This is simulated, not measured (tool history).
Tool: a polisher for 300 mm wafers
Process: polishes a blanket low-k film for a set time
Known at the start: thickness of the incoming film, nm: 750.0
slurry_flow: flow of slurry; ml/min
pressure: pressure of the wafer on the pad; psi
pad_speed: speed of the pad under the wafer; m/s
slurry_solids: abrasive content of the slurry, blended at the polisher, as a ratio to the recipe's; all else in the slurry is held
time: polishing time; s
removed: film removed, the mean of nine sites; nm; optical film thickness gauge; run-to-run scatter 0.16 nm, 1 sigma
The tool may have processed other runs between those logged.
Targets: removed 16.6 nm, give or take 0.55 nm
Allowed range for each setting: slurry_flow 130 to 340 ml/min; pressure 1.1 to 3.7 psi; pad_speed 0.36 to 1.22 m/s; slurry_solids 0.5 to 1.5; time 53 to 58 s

{"run": 1, "hour": 0.0, "slurry_flow": 220, "pressure": 2.4, "pad_speed": 0.78, "slurry_solids": 1, "time": 58, "removed": 24.164}
{"run": 2, "hour": 0.9, "slurry_flow": 220, "pressure": 2.1, "pad_speed": 0.78, "slurry_solids": 1, "time": 58, "removed": 21.953}
{"run": 3, "hour": 4.8, "slurry_flow": 170, "pressure": 2.1, "pad_speed": 0.78, "slurry_solids": 1, "time": 58, "removed": 20.592}
{"run": 4, "hour": 8.8, "slurry_flow": 165, "pressure": 1.9, "pad_speed": 0.78, "slurry_solids": 1, "time": 58, "removed": 18.811}
{"run": 5, "hour": 11.1, "slurry_flow": 160, "pressure": 1.8, "pad_speed": 0.78, "slurry_solids": 1, "time": 58, "removed": 17.603}
{"run": 6, "hour": 15.1, "slurry_flow": 160, "pressure": 1.8, "pad_speed": 0.6, "slurry_solids": 1, "time": 58, "removed": 14.623}
{"run": 7, "hour": 23.2, "slurry_flow": 175, "pressure": 1.8, "pad_speed": 0.6, "slurry_solids": 1, "time": 58, "removed": 14.803}
{"run": 8, "hour": 30.1, "slurry_flow": 190, "pressure": 1.8, "pad_speed": 0.6, "slurry_solids": 1, "time": 58, "removed": 15.189}
{"run": 9, "hour": 38.7, "slurry_flow": 200, "pressure": 1.8, "pad_speed": 0.6, "slurry_solids": 1, "time": 58, "removed": 15.515}
{"run": 10, "hour": 47.6, "slurry_flow": 210, "pressure": 1.8, "pad_speed": 0.6, "slurry_solids": 1, "time": 58, "removed": 15.573}
{"run": 11, "hour": 48.5, "slurry_flow": 220, "pressure": 1.8, "pad_speed": 0.6, "slurry_solids": 1, "time": 58, "removed": 15.601}

Exercise: of the 4 proposed moves below, exactly one satisfies all targets within the stated allowed misses. Which move is it?
{"run": "A", "hour": 49.4, "slurry_flow": 245, "pressure": 1.9, "pad_speed": 0.58, "slurry_solids": 0.9, "time": 58, "removed": "?"}
{"run": "B", "hour": 49.4, "slurry_flow": 225, "pressure": 1.8, "pad_speed": 0.58, "slurry_solids": 1.05, "time": 55, "removed": "?"}
{"run": "C", "hour": 49.4, "slurry_flow": 230, "pressure": 1.9, "pad_speed": 0.66, "slurry_solids": 1, "time": 55, "removed": "?"}
{"run": "D", "hour": 49.4, "slurry_flow": 235, "pressure": 1.4, "pad_speed": 0.66, "slurry_solids": 1.2, "time": 57, "removed": "?"}

move=A removed=15.495
move=B removed=14.817
move=C removed=16.889
move=D removed=14.764
A: the biggest miss grows against the last run
B: the biggest miss grows against the last run
C: all results in spec
D: the biggest miss grows against the last run
Move C is the one to make.
